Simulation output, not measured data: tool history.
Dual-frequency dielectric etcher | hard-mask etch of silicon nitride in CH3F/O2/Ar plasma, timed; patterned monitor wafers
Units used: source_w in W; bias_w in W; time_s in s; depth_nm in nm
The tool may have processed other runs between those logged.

run,hour,source_w,bias_w,time_s,depth_nm
1,0,300,60,137,77.954
2,2.8,310,61,137,80.599
3,7.7,280,61,137,77.613
4,13.9,280,70,137,81.158
5,21.7,260,70,137,79.687
6,27.1,270,71,137,81.479
7,33.2,280,71,137,82.602

Expected results for the next run?
8,38.4,280,71,137,?

{"run 8": {"depth_nm": 83.152}}
